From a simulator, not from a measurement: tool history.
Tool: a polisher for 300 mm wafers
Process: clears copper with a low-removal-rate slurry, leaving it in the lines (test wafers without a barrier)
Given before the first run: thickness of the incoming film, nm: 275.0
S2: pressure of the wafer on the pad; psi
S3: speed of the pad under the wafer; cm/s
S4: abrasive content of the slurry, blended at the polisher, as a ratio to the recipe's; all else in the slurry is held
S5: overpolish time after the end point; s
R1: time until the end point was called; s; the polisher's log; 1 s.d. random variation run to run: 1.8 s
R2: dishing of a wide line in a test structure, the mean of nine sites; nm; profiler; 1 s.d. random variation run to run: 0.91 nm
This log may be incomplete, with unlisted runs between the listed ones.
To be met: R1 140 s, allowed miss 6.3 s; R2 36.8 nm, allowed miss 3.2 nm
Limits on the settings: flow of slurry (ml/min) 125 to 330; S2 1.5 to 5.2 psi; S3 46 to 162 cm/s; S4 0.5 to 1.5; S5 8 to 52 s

run 1 day=0 | flow_of_slurry_(ml/min)=210 S2=3.3 S3=104 S4=1 S5=26 | R1=97.071 R2=47.151
run 2 day=0.121 | flow_of_slurry_(ml/min)=210 S2=2.6 S3=104 S4=1 S5=26 | R1=122.17 R2=42.08
run 3 day=0.196 | flow_of_slurry_(ml/min)=210 S2=2.5 S3=104 S4=1 S5=25 | R1=127.49 R2=37.966
run 4 day=0.517 | flow_of_slurry_(ml/min)=210 S2=2.5 S3=86 S4=1 S5=25 | R1=148.53 R2=31.853
run 5 day=0.6 | flow_of_slurry_(ml/min)=210 S2=2.5 S3=86 S4=1 S5=26 | R1=148.89 R2=33.063
-- day=0.958 slurry blender recalibrated
run 6 day=0.958 | flow_of_slurry_(ml/min)=210 S2=2.5 S3=108 S4=1 S5=26 | R1=114.62 R2=42.879
run 7 day=1.004 | flow_of_slurry_(ml/min)=210 S2=2.3 S3=108 S4=1 S5=26 | R1=124.31 R2=40.698
run 8 day=1.238 | flow_of_slurry_(ml/min)=210 S2=2.2 S3=108 S4=1 S5=26 | R1=126.8 R2=40.272
run 9 day=1.433 | flow_of_slurry_(ml/min)=210 S2=2.1 S3=108 S4=1 S5=26 | R1=134.76 R2=36.485

Consider the 4 candidate settings below. Which is the only one whose results all fall within their allowed miss of target?
run A day=1.629 | flow_of_slurry_(ml/min)=215 S2=2.4 S3=104 S4=0.95 S5=25 | R1=? R2=?
run B day=1.629 | flow_of_slurry_(ml/min)=205 S2=1.9 S3=112 S4=1 S5=28 | R1=? R2=?
run C day=1.629 | flow_of_slurry_(ml/min)=205 S2=2.2 S3=116 S4=1 S5=19 | R1=? R2=?
run D day=1.629 | flow_of_slurry_(ml/min)=235 S2=1.7 S3=128 S4=1.05 S5=22 | R1=? R2=?

move=A R1=123.14 R2=37.875
move=B R1=140.03 R2=36.816
move=C R1=119.98 R2=30.439
move=D R1=132.38 R2=31.27
A: its largest miss is bigger than the last run's
B: every result within its allowed miss
C: its largest miss is bigger than the last run's
D: its largest miss is bigger than the last run's
Correct choice: B, which meets every target

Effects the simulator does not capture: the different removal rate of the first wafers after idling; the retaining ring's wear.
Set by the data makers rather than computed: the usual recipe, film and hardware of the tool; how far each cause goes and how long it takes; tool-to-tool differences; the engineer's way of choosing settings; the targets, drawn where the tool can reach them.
